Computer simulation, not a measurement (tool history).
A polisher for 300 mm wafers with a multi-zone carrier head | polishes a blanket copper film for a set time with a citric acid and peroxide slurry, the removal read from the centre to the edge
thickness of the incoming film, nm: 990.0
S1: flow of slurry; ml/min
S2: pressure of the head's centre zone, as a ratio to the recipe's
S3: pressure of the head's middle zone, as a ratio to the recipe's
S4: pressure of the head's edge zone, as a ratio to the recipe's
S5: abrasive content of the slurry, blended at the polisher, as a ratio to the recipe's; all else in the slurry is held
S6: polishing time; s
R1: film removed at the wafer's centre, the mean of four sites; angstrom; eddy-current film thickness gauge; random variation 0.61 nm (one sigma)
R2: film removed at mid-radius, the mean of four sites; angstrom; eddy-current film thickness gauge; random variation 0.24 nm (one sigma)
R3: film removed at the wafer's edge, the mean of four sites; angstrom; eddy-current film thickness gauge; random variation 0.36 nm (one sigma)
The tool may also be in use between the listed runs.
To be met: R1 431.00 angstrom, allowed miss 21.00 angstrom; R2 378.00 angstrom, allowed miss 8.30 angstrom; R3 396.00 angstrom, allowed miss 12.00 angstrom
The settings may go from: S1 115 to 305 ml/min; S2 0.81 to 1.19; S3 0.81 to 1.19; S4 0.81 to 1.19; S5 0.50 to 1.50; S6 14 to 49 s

run	day	S1	S2	S3	S4	S5	S6	R1	R2	R3
1	0.000	195	1.00	1.00	1.00	1.00	31	600.40	621.41	623.88
2	0.325	195	0.93	1.00	1.00	1.00	31	558.42	615.81	623.17
3	0.608	190	0.96	0.97	0.96	0.90	29	524.28	549.74	567.94
4	0.750	190	0.99	0.97	0.96	0.90	29	527.22	552.29	560.58
5	1.108	185	1.04	0.94	0.93	0.80	28	548.80	508.25	528.66
6	1.404	185	1.10	0.94	0.93	0.80	28	559.98	502.52	530.57
7	1.529	180	1.09	0.93	0.91	0.75	27	534.28	473.18	497.05
8	1.696	170	1.08	0.92	0.89	0.70	26	499.85	443.58	454.33

5 next moves are on the table. One of them brings every result within its allowed miss. Which?
A	1.862	185	1.04	0.87	0.82	0.50	24	?	?	?
B	1.862	175	0.94	1.14	0.98	0.80	27	?	?	?
C	1.862	160	1.19	0.98	0.81	0.60	31	?	?	?
D	1.862	185	1.16	0.98	0.81	0.55	22	?	?	?
E	1.862	120	1.11	0.99	0.81	0.50	24	?	?	?

move	R1	R2	R3
A	431.12	379.05	398.23
B	471.32	572.62	510.70
C	632.91	541.43	516.14
D	445.26	389.09	368.26
E	413.64	385.02	370.77
A: meets every target
B: further off than the last run
C: further off than the last run
D: nearer than the last run, and not there yet
E: brings the result that was furthest off to its target, and leaves another outside
Move A is the one to make.

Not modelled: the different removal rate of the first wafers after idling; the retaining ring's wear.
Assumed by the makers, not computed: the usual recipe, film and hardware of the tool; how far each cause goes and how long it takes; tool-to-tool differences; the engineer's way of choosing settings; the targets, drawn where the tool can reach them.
